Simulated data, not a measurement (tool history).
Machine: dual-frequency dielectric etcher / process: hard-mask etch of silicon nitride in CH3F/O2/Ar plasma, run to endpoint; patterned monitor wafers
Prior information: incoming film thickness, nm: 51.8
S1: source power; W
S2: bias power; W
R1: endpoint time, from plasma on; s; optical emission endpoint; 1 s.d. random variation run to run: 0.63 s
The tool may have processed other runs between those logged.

| run | day | S1 | S2 | R1 |
|---|---|---|---|---|
| 1 | 0 | 380 | 52 | 80.395 |
| 2 | 0.133 | 380 | 58 | 77.875 |
| 3 | 0.162 | 380 | 63 | 75.274 |
| 4 | 0.321 | 430 | 63 | 72.669 |
| 5 | 0.621 | 370 | 63 | 76.496 |
| 6 | 0.804 | 330 | 60 | 82.699 |

Run 7 is up next; what results do you expect?
| 7 | 1.092 | 310 | 59 | ? |

Run 7 measured R1 84.616 s.

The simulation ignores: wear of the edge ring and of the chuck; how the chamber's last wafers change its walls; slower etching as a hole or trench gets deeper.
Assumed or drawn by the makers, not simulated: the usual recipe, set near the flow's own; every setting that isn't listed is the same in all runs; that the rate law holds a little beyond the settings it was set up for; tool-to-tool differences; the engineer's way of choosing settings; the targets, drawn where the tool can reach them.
